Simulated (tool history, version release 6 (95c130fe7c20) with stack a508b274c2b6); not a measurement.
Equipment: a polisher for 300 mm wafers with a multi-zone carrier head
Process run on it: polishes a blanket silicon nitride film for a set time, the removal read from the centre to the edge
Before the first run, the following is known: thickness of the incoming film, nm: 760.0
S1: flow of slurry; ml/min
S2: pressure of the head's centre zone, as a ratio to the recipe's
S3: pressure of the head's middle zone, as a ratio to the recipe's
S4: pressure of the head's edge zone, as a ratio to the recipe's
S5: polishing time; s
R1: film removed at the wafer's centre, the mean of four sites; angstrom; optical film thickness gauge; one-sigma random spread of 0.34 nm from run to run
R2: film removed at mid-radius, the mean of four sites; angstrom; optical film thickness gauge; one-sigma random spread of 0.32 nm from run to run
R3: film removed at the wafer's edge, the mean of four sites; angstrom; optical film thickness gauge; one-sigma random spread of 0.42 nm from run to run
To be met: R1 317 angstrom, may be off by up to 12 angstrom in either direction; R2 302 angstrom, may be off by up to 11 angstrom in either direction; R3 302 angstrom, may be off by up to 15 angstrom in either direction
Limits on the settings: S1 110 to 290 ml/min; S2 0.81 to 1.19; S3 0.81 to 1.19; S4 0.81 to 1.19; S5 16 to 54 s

| run | hour | S1 | S2 | S3 | S4 | S5 | R1 | R2 | R3 |
|---|---|---|---|---|---|---|---|---|---|
| 1 | 0 | 185 | 1 | 1 | 1 | 35 | 461.42 | 465.33 | 455.46 |
| 2 | 1.4 | 180 | 0.99 | 0.98 | 0.97 | 32 | 410.42 | 412.54 | 423.18 |
| 3 | 5.4 | 215 | 0.99 | 0.98 | 0.97 | 32 | 421.93 | 435.38 | 416.81 |
| 4 | 13 | 225 | 1 | 0.95 | 0.96 | 29 | 393.12 | 371.82 | 379.07 |
| 5 | 14.2 | 240 | 0.99 | 0.94 | 0.94 | 27 | 372.6 | 352.78 | 351.45 |
| 6 | 21.2 | 240 | 0.98 | 0.93 | 0.92 | 26 | 345.09 | 331.55 | 341.48 |
| 7 | 29.2 | 245 | 0.98 | 0.93 | 0.9 | 25 | 331.58 | 327.87 | 319.81 |
| 8 | 36 | 240 | 0.98 | 0.92 | 0.89 | 25 | 338.82 | 325.23 | 322.9 |
| 9 | 44.5 | 240 | 0.98 | 0.91 | 0.88 | 25 | 329.08 | 320.83 | 327.13 |

Which one of the following 5 next-run settings gets every result inside its allowed miss? There is exactly one.
| A | 53 | 290 | 1.06 | 1.01 | 0.95 | 24 | ? | ? | ? |
| B | 53 | 215 | 0.94 | 0.87 | 0.88 | 29 | ? | ? | ? |
| C | 53 | 210 | 1 | 0.93 | 0.87 | 24 | ? | ? | ? |
| D | 53 | 285 | 1.02 | 0.9 | 0.96 | 26 | ? | ? | ? |
| E | 53 | 240 | 1.06 | 0.93 | 0.97 | 24 | ? | ? | ? |

| move | R1 | R2 | R3 |
|---|---|---|---|
| A | 357.18 | 340.77 | 322.53 |
| B | 367.93 | 351.71 | 367.43 |
| C | 323.12 | 306.6 | 301.58 |
| D | 371.24 | 334.66 | 351.19 |
| E | 349.02 | 311.55 | 321.11 |
A: misses by more than the last run did
B: misses by more than the last run did
C: meets every target
D: misses by more than the last run did
E: brings the result that was furthest off to its target, and leaves another outside
The right move is C.
